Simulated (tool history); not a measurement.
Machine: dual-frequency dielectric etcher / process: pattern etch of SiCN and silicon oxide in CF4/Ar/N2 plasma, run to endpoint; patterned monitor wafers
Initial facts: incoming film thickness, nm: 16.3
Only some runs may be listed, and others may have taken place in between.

run  hour  source power (W)  bias power (W)  Ar flow (sccm)  CF4 flow (sccm)  endpoint time (s)
  1   0.0               470              74             111               58             18.302
  2   7.7               510              75             111               58             16.484
  3   9.6               510              80             111               58             16.322
  4  12.4               510              80             111               54             16.650
  5  17.1               440              80             111               54             19.604
  6  18.7               480              81             111               54             17.648
  7  25.1               510              81             111               54             16.561

For run 8, what comes out?
  8  30.6               530              81             111               54                  ?

{"run 8": {"endpoint time (s)": 15.861}}
